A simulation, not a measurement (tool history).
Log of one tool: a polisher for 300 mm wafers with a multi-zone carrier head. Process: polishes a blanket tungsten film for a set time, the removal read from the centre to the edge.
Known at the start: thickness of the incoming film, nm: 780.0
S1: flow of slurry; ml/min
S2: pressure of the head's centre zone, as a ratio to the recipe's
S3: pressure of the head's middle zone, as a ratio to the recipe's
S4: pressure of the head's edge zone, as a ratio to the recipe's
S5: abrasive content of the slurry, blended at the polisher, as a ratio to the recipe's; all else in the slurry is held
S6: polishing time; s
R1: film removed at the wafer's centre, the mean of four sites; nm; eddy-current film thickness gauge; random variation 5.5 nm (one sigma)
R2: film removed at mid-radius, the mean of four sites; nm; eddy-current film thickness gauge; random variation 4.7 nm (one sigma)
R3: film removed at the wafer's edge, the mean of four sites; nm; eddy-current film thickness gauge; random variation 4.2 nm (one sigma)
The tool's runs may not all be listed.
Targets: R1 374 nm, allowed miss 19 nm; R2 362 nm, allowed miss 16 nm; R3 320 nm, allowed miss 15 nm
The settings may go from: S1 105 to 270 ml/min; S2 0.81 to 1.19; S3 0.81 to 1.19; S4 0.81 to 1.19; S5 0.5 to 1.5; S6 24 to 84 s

| run | day | S1 | S2 | S3 | S4 | S5 | S6 | R1 | R2 | R3 |
|---|---|---|---|---|---|---|---|---|---|---|
| 1 | 0 | 175 | 1 | 1 | 1 | 1 | 54 | 304.63 | 284.76 | 283.25 |
| 2 | 0.079 | 175 | 0.97 | 1 | 1 | 1 | 54 | 289.07 | 283.63 | 294.6 |
| 3 | 0.104 | 185 | 1 | 1.04 | 1.01 | 1.1 | 55 | 313.86 | 307.53 | 312.55 |
| 4 | 0.192 | 195 | 1.03 | 1.08 | 0.99 | 1.1 | 55 | 326.18 | 322.35 | 308.8 |
| 5 | 0.258 | 230 | 1.03 | 1.08 | 0.99 | 1.1 | 55 | 339.28 | 330.63 | 319.49 |
| 6 | 0.358 | 190 | 1.03 | 1.08 | 0.99 | 1.1 | 55 | 320.05 | 318.16 | 305.31 |
| 7 | 0.496 | 205 | 1.06 | 1.1 | 0.98 | 1.1 | 55 | 343.44 | 328.81 | 314.57 |
| 8 | 0.746 | 215 | 1.07 | 1.12 | 0.96 | 1.1 | 55 | 348.63 | 334.71 | 308.99 |
| 9 | 0.842 | 220 | 1.08 | 1.14 | 0.96 | 1.1 | 55 | 348.56 | 345.2 | 311.21 |
| 10 | 0.996 | 225 | 1.09 | 1.15 | 0.96 | 1.1 | 55 | 347.94 | 347.66 | 307.71 |
| 11 | 1.125 | 230 | 1.1 | 1.15 | 0.96 | 1.1 | 55 | 350.05 | 346.08 | 309.78 |

Which of these 4 next moves meets every target?
| A | 1.254 | 235 | 1.08 | 1.14 | 0.93 | 1.2 | 57 | ? | ? | ? |
| B | 1.254 | 270 | 1.13 | 1.02 | 1.06 | 1.15 | 55 | ? | ? | ? |
| C | 1.254 | 205 | 0.98 | 1.11 | 1.16 | 1.05 | 56 | ? | ? | ? |
| D | 1.254 | 205 | 1.19 | 0.97 | 0.83 | 1.05 | 58 | ? | ? | ? |

| move | R1 | R2 | R3 |
|---|---|---|---|
| A | 363.2 | 356.03 | 324.25 |
| B | 366.02 | 316.43 | 328.37 |
| C | 313.27 | 325.52 | 328.95 |
| D | 378.78 | 303.19 | 304.56 |
A: meets every target
B: brings the result that was furthest off to its target, and leaves another outside
C: further off than the last run
D: brings the result that was furthest off to its target, and leaves another outside
The right move is A.
